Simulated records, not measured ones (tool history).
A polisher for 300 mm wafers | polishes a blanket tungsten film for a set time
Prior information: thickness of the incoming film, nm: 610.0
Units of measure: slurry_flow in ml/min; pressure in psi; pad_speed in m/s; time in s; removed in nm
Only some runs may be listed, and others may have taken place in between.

run	hour	slurry_flow	pressure	pad_speed	slurry_solids	time	removed
1	0.0	250	3.6	1.08	1.0	32	141.98
2	8.3	250	3.4	1.08	1.0	32	138.69
3	13.8	250	4.3	1.08	1.0	32	164.83
4	22.7	250	4.3	1.30	1.0	32	199.53
5	30.3	210	4.3	1.30	1.0	32	193.99
6	39.0	210	4.6	1.30	1.0	32	207.02
7	42.5	210	4.1	1.28	1.0	32	184.70
8	49.5	210	3.7	1.26	1.0	32	164.84
9	53.3	210	3.3	1.24	1.0	32	148.39
10	62.2	210	3.0	1.24	1.0	32	138.06

What will run 11 give?
11	66.5	210	2.8	1.24	1.0	32	?

removed: 129.65 nm
